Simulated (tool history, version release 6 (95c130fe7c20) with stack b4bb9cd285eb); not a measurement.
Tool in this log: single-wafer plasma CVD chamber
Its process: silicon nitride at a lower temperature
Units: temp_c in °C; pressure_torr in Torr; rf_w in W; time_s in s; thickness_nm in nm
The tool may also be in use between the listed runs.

run,hour,temp_c,pressure_torr,rf_w,time_s,thickness_nm
1,0,345,1.63,360,44.9,56.731
2,4.5,352,1.63,360,44.9,56.919
3,6.2,352,1.5,350,44.9,54.546
4,11.6,362,1.5,350,44.9,54.025
5,14.5,362,1.5,325,44.9,51.476
6,17.3,362,1.5,325,46.4,54.287
7,18.2,362,1.4,320,46.4,51.793
8,19,362,1.34,320,46.4,51.322
9,20,362,1.29,320,46.4,50.668

Run 10 comes next. What will it give?
10,24.5,362,1.25,320,46.4,?

{"run 10": {"thickness_nm": 49.968}}
